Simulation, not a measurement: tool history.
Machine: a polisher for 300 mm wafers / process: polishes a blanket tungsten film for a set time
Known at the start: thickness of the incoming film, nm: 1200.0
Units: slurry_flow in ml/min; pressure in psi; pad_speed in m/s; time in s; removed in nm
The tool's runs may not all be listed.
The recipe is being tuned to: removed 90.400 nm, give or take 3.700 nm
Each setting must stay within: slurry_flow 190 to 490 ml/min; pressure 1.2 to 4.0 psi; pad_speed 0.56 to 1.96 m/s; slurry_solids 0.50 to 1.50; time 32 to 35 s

{"run": 1, "hour": 0.0, "slurry_flow": 315, "pressure": 2.6, "pad_speed": 1.26, "slurry_solids": 1.0, "time": 35, "removed": 152.24}
{"run": 2, "hour": 0.6, "slurry_flow": 315, "pressure": 2.4, "pad_speed": 1.26, "slurry_solids": 1.0, "time": 35, "removed": 147.78}
{"run": 3, "hour": 4.7, "slurry_flow": 315, "pressure": 2.4, "pad_speed": 1.26, "slurry_solids": 1.0, "time": 32, "removed": 134.89}
{"run": 4, "hour": 12.2, "slurry_flow": 315, "pressure": 2.4, "pad_speed": 1.1, "slurry_solids": 1.0, "time": 32, "removed": 116.88}
{"run": 5, "hour": 13.1, "slurry_flow": 365, "pressure": 2.4, "pad_speed": 1.1, "slurry_solids": 1.0, "time": 32, "removed": 120.17}
{"run": 6, "hour": 16.6, "slurry_flow": 365, "pressure": 2.2, "pad_speed": 1.1, "slurry_solids": 1.0, "time": 32, "removed": 110.22}
{"run": 7, "hour": 20.0, "slurry_flow": 365, "pressure": 2.1, "pad_speed": 1.1, "slurry_solids": 1.0, "time": 32, "removed": 109.93}
{"run": 8, "hour": 23.5, "slurry_flow": 365, "pressure": 2.0, "pad_speed": 1.1, "slurry_solids": 1.0, "time": 32, "removed": 105.86}
{"run": 9, "hour": 27.2, "slurry_flow": 365, "pressure": 1.9, "pad_speed": 1.1, "slurry_solids": 1.0, "time": 32, "removed": 100.35}
{"run": 10, "hour": 35.8, "slurry_flow": 365, "pressure": 1.8, "pad_speed": 1.1, "slurry_solids": 1.0, "time": 32, "removed": 99.022}
{"run": 11, "hour": 43.2, "slurry_flow": 365, "pressure": 1.7, "pad_speed": 1.1, "slurry_solids": 1.0, "time": 32, "removed": 95.213}

Of the 4 settings listed for the next run, only one would bring every result within its allowed miss of target. Which one?
{"run": "A", "hour": 50.6, "slurry_flow": 330, "pressure": 2.2, "pad_speed": 0.9, "slurry_solids": 1.05, "time": 33, "removed": "?"}
{"run": "B", "hour": 50.6, "slurry_flow": 370, "pressure": 1.5, "pad_speed": 1.18, "slurry_solids": 0.8, "time": 32, "removed": "?"}
{"run": "C", "hour": 50.6, "slurry_flow": 370, "pressure": 1.7, "pad_speed": 1.16, "slurry_solids": 1.0, "time": 33, "removed": "?"}
{"run": "D", "hour": 50.6, "slurry_flow": 370, "pressure": 1.4, "pad_speed": 1.06, "slurry_solids": 0.95, "time": 33, "removed": "?"}

move=A removed=97.116
move=B removed=88.817
move=C removed=102.110
move=D removed=83.086
A: lands further from the targets than the last run did
B: meets every target
C: lands further from the targets than the last run did
D: takes the biggest miss from the last run beyond its target
So the answer is move B, the one that meets all the targets.
